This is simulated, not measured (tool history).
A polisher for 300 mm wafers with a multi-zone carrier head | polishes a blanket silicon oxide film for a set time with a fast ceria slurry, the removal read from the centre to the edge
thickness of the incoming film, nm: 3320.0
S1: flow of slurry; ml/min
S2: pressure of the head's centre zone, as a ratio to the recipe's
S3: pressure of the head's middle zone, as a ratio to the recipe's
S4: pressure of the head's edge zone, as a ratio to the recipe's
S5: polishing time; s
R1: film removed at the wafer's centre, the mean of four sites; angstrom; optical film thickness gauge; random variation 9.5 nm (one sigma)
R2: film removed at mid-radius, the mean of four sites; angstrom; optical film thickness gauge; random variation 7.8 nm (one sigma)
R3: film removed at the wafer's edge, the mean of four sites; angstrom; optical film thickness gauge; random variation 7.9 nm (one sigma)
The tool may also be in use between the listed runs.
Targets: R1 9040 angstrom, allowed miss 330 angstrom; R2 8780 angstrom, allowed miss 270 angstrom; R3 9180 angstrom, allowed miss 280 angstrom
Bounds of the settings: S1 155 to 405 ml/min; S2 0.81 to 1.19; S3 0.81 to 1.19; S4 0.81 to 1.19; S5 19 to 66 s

| run | hour | S1 | S2 | S3 | S4 | S5 | R1 | R2 | R3 |
|---|---|---|---|---|---|---|---|---|---|
| 1 | 0 | 260 | 1 | 1 | 1 | 42 | 7964.4 | 7854.4 | 7605.9 |
| 2 | 1.5 | 265 | 1 | 1 | 1.03 | 43 | 8064.9 | 8147 | 7978.9 |
| 3 | 2.1 | 265 | 1 | 1 | 1.03 | 53 | 9979.5 | 9752.8 | 9797.7 |
| 4 | 5.3 | 210 | 1 | 1 | 1.03 | 53 | 9685.9 | 9731.3 | 9626.8 |
| 5 | 13.2 | 210 | 1 | 1 | 1.03 | 59 | 10780 | 10809 | 10567 |
| 6 | 14.7 | 205 | 0.98 | 0.97 | 1.01 | 58 | 10301 | 10359 | 10204 |
| 7 | 17.6 | 205 | 0.97 | 0.94 | 1 | 58 | 10267 | 10169 | 10220 |
| 8 | 23.8 | 205 | 0.96 | 0.92 | 0.99 | 57 | 9949.4 | 9737.2 | 10035 |
| 9 | 25.1 | 200 | 0.95 | 0.91 | 0.98 | 57 | 9732.3 | 9593.8 | 10112 |
| 10 | 26.5 | 195 | 0.95 | 0.9 | 0.96 | 57 | 9619.5 | 9452.7 | 9733.8 |
| 11 | 34 | 190 | 0.95 | 0.89 | 0.95 | 57 | 9687.2 | 9453.7 | 9823.3 |
| 12 | 39.5 | 185 | 0.95 | 0.88 | 0.94 | 57 | 9643.1 | 9315.1 | 9716.4 |

5 next moves are on the table. One of them brings every result within its allowed miss. Which?
| A | 45 | 250 | 0.93 | 0.89 | 0.95 | 52 | ? | ? | ? |
| B | 45 | 195 | 0.99 | 0.87 | 0.91 | 54 | ? | ? | ? |
| C | 45 | 180 | 0.9 | 0.85 | 1.04 | 56 | ? | ? | ? |
| D | 45 | 160 | 1.02 | 0.81 | 0.93 | 60 | ? | ? | ? |
| E | 45 | 185 | 0.96 | 0.83 | 0.98 | 57 | ? | ? | ? |

| move | R1 | R2 | R3 |
|---|---|---|---|
| A | 9078.6 | 8786.9 | 9168.5 |
| B | 9592.9 | 8703.4 | 9128.7 |
| C | 9095.8 | 8773.3 | 10010 |
| D | 10576 | 8906.3 | 10042 |
| E | 9794.1 | 8803.4 | 9929.5 |
A: meets every target
B: brings the result that was furthest off to its target, and leaves another outside
C: brings the result that was furthest off to its target, and leaves another outside
D: brings the result that was furthest off to its target, and leaves another outside
E: brings the result that was furthest off to its target, and leaves another outside
The right move is A.
